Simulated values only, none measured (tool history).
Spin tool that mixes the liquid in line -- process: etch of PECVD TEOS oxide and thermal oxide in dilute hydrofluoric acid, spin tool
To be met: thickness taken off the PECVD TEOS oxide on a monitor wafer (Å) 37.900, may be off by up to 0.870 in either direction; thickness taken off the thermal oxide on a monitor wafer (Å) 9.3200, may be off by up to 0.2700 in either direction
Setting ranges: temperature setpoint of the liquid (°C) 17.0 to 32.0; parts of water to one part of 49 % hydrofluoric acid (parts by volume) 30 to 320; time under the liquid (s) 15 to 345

run  hour  temperature setpoint of the liquid (°C)  parts of water to one part of 49 % hydrofluoric acid (parts by volume)  time under the liquid (s)  thickness taken off the PECVD TEOS oxide on a monitor wafer (Å)  thickness taken off the thermal oxide on a monitor wafer (Å)
  1   0.0                                     24.0                                                                     175                        175                                                          185.680                                                       45.6560
  2   2.8                                     22.5                                                                     205                        165                                                          138.050                                                       33.9720
  3   9.7                                     21.5                                                                     230                        150                                                          104.880                                                       25.6720
  4  12.6                                     21.5                                                                     185                        150                                                          136.560                                                       33.7180
  5  18.9                                     20.5                                                                     215                        140                                                          102.690                                                       25.2980
  6  21.7                                     20.0                                                                     235                        135                                                           87.964                                                       21.3770
  7  25.0                                     19.5                                                                     255                        125                                                           71.395                                                       17.5190
  8  34.0                                     19.0                                                                     270                        120                                                           62.405                                                       15.4380
  9  39.8                                     18.5                                                                     280                        115                                                           56.469                                                       13.8900
 10  44.4                                     18.0                                                                     290                        110                                                           49.919                                                       12.5350
 11  50.1                                     18.0                                                                     295                        105                                                           46.906                                                       11.6540
 12  52.0                                     18.0                                                                     300                        105                                                           46.271                                                       11.3870
 13  52.8                                     18.0                                                                     305                        105                                                           45.270                                                       11.2080
 14  53.9                                     18.0                                                                     310                        105                                                           44.116                                                       10.8180
 15  56.9                                     17.5                                                                     315                        100                                                           40.425                                                       10.0750
 16  58.2                                     17.5                                                                     315                        100                                                           40.406                                                       10.0700

Which single option among these 4 for the next run brings every result within its allowed miss of target? Just one does.
  A  59.5                                     19.0                                                                     320                         85                                                                ?                                                             ?
  B  59.5                                     17.5                                                                     320                         95                                                                ?                                                             ?
  C  59.5                                     30.0                                                                     310                         55                                                                ?                                                             ?
  D  59.5                                     20.5                                                                     320                         80                                                                ?                                                             ?

move  thickness taken off the PECVD TEOS oxide on a monitor wafer (Å)  thickness taken off the thermal oxide on a monitor wafer (Å)
   A                                                           36.095                                                        8.8122
   B                                                           38.168                                                        9.3182
   C                                                           35.477                                                        8.6613
   D                                                           35.870                                                        8.7571
A: the result that was furthest off in the last run now lies on the other side of its target
B: meets every target
C: the result that was furthest off in the last run now lies on the other side of its target
D: the result that was furthest off in the last run now lies on the other side of its target
Answer: B
